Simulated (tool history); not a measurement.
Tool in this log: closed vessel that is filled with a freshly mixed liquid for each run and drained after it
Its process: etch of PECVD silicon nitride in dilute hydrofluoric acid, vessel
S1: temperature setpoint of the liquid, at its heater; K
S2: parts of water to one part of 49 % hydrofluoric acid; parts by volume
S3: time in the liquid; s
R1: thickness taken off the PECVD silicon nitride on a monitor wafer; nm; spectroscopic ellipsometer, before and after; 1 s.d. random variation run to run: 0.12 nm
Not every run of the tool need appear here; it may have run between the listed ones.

run,day,S1,S2,S3,R1
1,0,295.15,160,850,16.222
2,0.238,297.65,160,850,19.129
3,0.504,296.65,160,850,18.083
4,0.6,296.15,160,850,17.155
5,0.912,296.15,140,850,19.83
6,1.075,296.15,140,850,19.646
7,1.229,295.15,140,850,18.911
8,1.371,294.15,140,850,17.564
9,1.617,293.65,140,850,16.98
10,1.854,293.15,140,850,16.52
11,1.996,293.15,140,850,16.426

Run 12 is up next; what results do you expect?
12,2.183,290.15,145,850,?

For run 12 the tool returned R1 13.017 nm.

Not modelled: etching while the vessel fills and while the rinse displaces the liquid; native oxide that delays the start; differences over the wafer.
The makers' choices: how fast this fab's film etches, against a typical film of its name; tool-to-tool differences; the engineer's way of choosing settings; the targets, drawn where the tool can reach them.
